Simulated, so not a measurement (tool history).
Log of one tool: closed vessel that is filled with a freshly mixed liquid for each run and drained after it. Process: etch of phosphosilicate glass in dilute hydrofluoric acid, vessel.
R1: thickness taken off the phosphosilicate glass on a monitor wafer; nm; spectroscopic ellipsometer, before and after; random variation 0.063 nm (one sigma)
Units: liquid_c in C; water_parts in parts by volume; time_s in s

{"run": 1, "hour": 0.0, "liquid_c": 21, "water_parts": 230, "time_s": 30, "R1": 10.693}
{"run": 2, "hour": 1.9, "liquid_c": 21, "water_parts": 300, "time_s": 30, "R1": 7.6614}
{"run": 3, "hour": 8.4, "liquid_c": 20.5, "water_parts": 300, "time_s": 30, "R1": 7.4577}
{"run": 4, "hour": 12.0, "liquid_c": 22, "water_parts": 300, "time_s": 30, "R1": 7.9356}
{"run": 5, "hour": 14.8, "liquid_c": 22, "water_parts": 365, "time_s": 30, "R1": 6.0828}
{"run": 6, "hour": 18.2, "liquid_c": 22, "water_parts": 365, "time_s": 30, "R1": 6.1243}
{"run": 7, "hour": 20.8, "liquid_c": 22.5, "water_parts": 365, "time_s": 30, "R1": 6.2605}
{"run": 8, "hour": 30.1, "liquid_c": 23, "water_parts": 365, "time_s": 30, "R1": 6.305}

Run 9 comes next. What will it give?
{"run": 9, "hour": 37.0, "liquid_c": 23.5, "water_parts": 365, "time_s": 30, "R1": "?"}

Run 9 gave R1 6.4903 nm.
